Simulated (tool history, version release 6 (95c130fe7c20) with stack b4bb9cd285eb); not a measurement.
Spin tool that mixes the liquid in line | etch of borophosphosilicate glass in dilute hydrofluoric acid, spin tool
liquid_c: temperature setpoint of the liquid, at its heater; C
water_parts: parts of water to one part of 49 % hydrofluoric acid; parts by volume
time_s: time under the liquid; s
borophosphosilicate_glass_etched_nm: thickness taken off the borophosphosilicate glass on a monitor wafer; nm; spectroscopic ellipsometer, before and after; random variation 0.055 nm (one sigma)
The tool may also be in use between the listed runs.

run	hour	liquid_c	water_parts	time_s	borophosphosilicate_glass_etched_nm
1	0	22	90	50	13.772
2	1.5	22	90	50	13.723
3	2.8	22	90	55	15.082
4	7.7	21	95	55	13.472
5	16.7	23	95	55	14.824
6	21.2	26.5	95	55	16.891
7	26.8	24.5	100	55	14.933

The next listed run, before its measurement:
8	32	20.5	130	55	?

{"run 8": {"borophosphosilicate_glass_etched_nm": 9.4038}}

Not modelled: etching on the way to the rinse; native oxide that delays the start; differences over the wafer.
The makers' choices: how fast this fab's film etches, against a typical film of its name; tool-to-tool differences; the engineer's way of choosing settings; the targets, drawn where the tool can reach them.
